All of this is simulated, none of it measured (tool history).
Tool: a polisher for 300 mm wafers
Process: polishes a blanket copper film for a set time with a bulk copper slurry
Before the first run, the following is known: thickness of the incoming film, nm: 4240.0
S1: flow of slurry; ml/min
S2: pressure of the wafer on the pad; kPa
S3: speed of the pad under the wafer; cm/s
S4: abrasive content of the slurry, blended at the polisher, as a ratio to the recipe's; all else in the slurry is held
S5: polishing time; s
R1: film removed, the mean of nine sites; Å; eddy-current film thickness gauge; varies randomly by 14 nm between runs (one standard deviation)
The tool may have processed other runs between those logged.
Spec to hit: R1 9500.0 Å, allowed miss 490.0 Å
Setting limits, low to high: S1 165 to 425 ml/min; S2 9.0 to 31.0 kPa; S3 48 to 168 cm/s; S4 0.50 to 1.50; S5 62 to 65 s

run,hour,S1,S2,S3,S4,S5,R1
1,0.0,275,20.0,108,1.00,62,6495.2
2,0.5,275,20.0,108,0.80,62,6327.0
3,6.0,275,20.0,108,0.80,65,6628.7
4,12.4,275,20.7,108,0.80,65,6788.2
5,19.3,275,20.7,108,0.80,62,6661.5
6,22.4,275,17.2,108,0.80,62,5558.3
7,27.2,275,18.6,108,0.80,62,5914.9
8,30.2,275,18.6,108,0.80,62,5893.3
9,39.1,275,20.0,108,0.80,62,6180.4
10,47.7,275,21.4,108,0.80,62,6758.5
11,55.5,275,22.1,108,0.80,62,6926.9
12,63.9,275,22.1,108,0.80,62,6750.1

Of the 4 settings listed for the next run, only one would bring every result within its allowed miss of target. Which one?
A,72.3,355,26.9,130,0.90,65,?
B,72.3,305,18.6,92,0.75,62,?
C,72.3,270,21.4,74,0.75,62,?
D,72.3,300,22.8,132,0.90,65,?

move,R1
A,11179.0
B,5124.1
C,4693.3
D,9496.6
A: pushes the last run's worst result past its target
B: the biggest miss grows against the last run
C: the biggest miss grows against the last run
D: each result inside its tolerance
Move D is the one to make.
